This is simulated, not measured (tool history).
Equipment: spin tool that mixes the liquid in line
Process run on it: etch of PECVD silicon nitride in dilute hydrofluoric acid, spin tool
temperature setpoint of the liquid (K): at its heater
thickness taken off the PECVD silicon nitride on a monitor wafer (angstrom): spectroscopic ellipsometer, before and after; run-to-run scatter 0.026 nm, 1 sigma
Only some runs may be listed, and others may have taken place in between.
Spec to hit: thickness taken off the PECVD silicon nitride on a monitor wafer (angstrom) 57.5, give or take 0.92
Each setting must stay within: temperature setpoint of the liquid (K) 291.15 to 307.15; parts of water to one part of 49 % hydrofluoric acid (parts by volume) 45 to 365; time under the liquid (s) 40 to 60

run,hour,temperature setpoint of the liquid (K),parts of water to one part of 49 % hydrofluoric acid (parts by volume),time under the liquid (s),thickness taken off the PECVD silicon nitride on a monitor wafer (angstrom)
1,0,299.15,205,60,22.908
2,1.5,301.15,180,60,29.705
3,7.1,302.65,165,60,35.581
4,15.9,302.65,165,40,23.692
5,21.3,303.65,130,45,36.043
6,25.5,302.15,130,45,32.738
7,32.1,306.15,70,45,78.602
8,36.7,305.15,70,45,73.478
# hour 39.6: hydrofluoric acid flow meter replaced
9,39.6,304.15,70,45,64.951

5 candidate next runs follow, results not yet known. Just one meets every target within its allowed miss. Identify it.
A,42.5,302.15,50,40,?
B,42.5,303.65,65,40,?
C,42.5,302.15,85,60,?
D,42.5,305.15,75,40,?
E,42.5,304.65,70,40,?

move,thickness taken off the PECVD silicon nitride on a monitor wafer (angstrom)
A,71.524
B,60.718
C,63.326
D,57.845
E,60.073
A: moves away from the targets compared with the last run
B: better than the last run, though not everything is in spec
C: better than the last run, though not everything is in spec
D: all results in spec
E: better than the last run, though not everything is in spec
Correct choice: D, which meets every target
